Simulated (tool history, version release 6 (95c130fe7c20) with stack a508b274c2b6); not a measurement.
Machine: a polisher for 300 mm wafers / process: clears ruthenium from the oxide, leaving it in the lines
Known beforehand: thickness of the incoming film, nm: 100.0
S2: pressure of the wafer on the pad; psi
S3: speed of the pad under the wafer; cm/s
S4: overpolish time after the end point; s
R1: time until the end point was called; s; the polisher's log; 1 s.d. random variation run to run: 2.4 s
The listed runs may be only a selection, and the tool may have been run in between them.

Run 1, hour 0: flow of slurry (ml/min) 270, S2 1.3 psi, S3 118 cm/s, S4 8 s. Result: R1 112.81 s.
Run 2, hour 5: flow of slurry (ml/min) 270, S2 1.5 psi, S3 118 cm/s, S4 8 s. Result: R1 96.479 s.
Run 3, hour 12.3: flow of slurry (ml/min) 220, S2 1.5 psi, S3 118 cm/s, S4 8 s. Result: R1 99.399 s.
Run 4, hour 14.6: flow of slurry (ml/min) 220, S2 1.8 psi, S3 118 cm/s, S4 8 s. Result: R1 83.707 s.
Run 5, hour 16: flow of slurry (ml/min) 220, S2 1.6 psi, S3 116 cm/s, S4 8 s. Result: R1 96.317 s.
Run 6, hour 19.7: flow of slurry (ml/min) 170, S2 1.6 psi, S3 116 cm/s, S4 8 s. Result: R1 97.592 s.

Predict the results of run 7:
Run 7, hour 20.7: flow of slurry (ml/min) 170, S2 1.4 psi, S3 114 cm/s, S4 8 s. Result: R1 ?.

Run 7 yielded R1 116.11 s.

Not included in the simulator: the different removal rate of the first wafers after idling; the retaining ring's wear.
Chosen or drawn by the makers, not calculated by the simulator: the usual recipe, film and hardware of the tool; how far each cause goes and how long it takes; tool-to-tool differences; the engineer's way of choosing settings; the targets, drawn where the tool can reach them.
